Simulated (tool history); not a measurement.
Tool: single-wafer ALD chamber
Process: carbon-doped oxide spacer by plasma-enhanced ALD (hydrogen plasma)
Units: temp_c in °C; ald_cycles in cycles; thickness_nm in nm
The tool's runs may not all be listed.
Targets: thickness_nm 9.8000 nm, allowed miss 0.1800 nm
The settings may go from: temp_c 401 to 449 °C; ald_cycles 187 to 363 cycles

run 1 hour=0.0 | temp_c=425 ald_cycles=275 | thickness_nm=12.2430
run 2 hour=9.1 | temp_c=427 ald_cycles=267 | thickness_nm=11.9880
run 3 hour=12.1 | temp_c=427 ald_cycles=237 | thickness_nm=10.5600
run 4 hour=17.8 | temp_c=427 ald_cycles=261 | thickness_nm=11.5740
run 5 hour=23.2 | temp_c=429 ald_cycles=255 | thickness_nm=11.1900
run 6 hour=30.1 | temp_c=429 ald_cycles=293 | thickness_nm=13.0070
run 7 hour=35.2 | temp_c=441 ald_cycles=249 | thickness_nm=10.5190
run 8 hour=43.2 | temp_c=447 ald_cycles=233 | thickness_nm=9.5765
run 9 hour=51.7 | temp_c=446 ald_cycles=233 | thickness_nm=9.5790

5 next moves are on the table. One of them brings every result within its allowed miss. Which?
run A hour=60.2 | temp_c=444 ald_cycles=250 | thickness_nm=?
run B hour=60.2 | temp_c=438 ald_cycles=244 | thickness_nm=?
run C hour=60.2 | temp_c=439 ald_cycles=218 | thickness_nm=?
run D hour=60.2 | temp_c=445 ald_cycles=246 | thickness_nm=?
run E hour=60.2 | temp_c=445 ald_cycles=237 | thickness_nm=?

move=A thickness_nm=10.4070
move=B thickness_nm=10.4000
move=C thickness_nm=9.2553
move=D thickness_nm=10.2000
move=E thickness_nm=9.8265
A: takes the result that was furthest off past its target
B: takes the result that was furthest off past its target
C: further off than the last run
D: takes the result that was furthest off past its target
E: meets every target
Move E is the one to make.
